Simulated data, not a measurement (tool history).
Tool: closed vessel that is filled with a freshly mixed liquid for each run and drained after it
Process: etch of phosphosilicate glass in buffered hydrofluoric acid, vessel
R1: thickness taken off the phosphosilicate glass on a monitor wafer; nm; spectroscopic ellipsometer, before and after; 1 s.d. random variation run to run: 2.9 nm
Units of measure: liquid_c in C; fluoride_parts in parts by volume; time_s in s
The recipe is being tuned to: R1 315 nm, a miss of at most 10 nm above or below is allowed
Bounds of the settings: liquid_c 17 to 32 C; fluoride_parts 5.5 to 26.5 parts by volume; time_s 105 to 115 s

{"run": 1, "hour": 0.0, "liquid_c": 25, "fluoride_parts": 16, "time_s": 105, "R1": 239.22}
{"run": 2, "hour": 6.8, "liquid_c": 23.5, "fluoride_parts": 16, "time_s": 105, "R1": 218.57}
{"run": 3, "hour": 12.4, "liquid_c": 23.5, "fluoride_parts": 16, "time_s": 115, "R1": 239.82}
{"run": 4, "hour": 19.7, "liquid_c": 23.5, "fluoride_parts": 16, "time_s": 115, "R1": 239.92}
{"run": 5, "hour": 21.6, "liquid_c": 24.5, "fluoride_parts": 16, "time_s": 115, "R1": 251.97}
{"run": 6, "hour": 30.8, "liquid_c": 25.5, "fluoride_parts": 16, "time_s": 115, "R1": 267.48}
{"run": 7, "hour": 38.0, "liquid_c": 26.5, "fluoride_parts": 16, "time_s": 115, "R1": 282.59}
{"run": 8, "hour": 44.0, "liquid_c": 27, "fluoride_parts": 16, "time_s": 115, "R1": 285.72}
{"run": 9, "hour": 49.6, "liquid_c": 27.5, "fluoride_parts": 16, "time_s": 115, "R1": 297.14}

Next run, 4 choices. One meets every target within its allowed miss, the rest don't. Which?
{"run": "A", "hour": 55.2, "liquid_c": 30, "fluoride_parts": 17.5, "time_s": 115, "R1": "?"}
{"run": "B", "hour": 55.2, "liquid_c": 25, "fluoride_parts": 14.5, "time_s": 115, "R1": "?"}
{"run": "C", "hour": 55.2, "liquid_c": 29.5, "fluoride_parts": 17, "time_s": 105, "R1": "?"}
{"run": "D", "hour": 55.2, "liquid_c": 27, "fluoride_parts": 15, "time_s": 110, "R1": "?"}

move=A R1=313.29
move=B R1=288.46
move=C R1=286.64
move=D R1=297.28
A: meets every target
B: lands further from the targets than the last run did
C: lands further from the targets than the last run did
D: about as far from the targets as the last run
Go with A: it meets all targets.

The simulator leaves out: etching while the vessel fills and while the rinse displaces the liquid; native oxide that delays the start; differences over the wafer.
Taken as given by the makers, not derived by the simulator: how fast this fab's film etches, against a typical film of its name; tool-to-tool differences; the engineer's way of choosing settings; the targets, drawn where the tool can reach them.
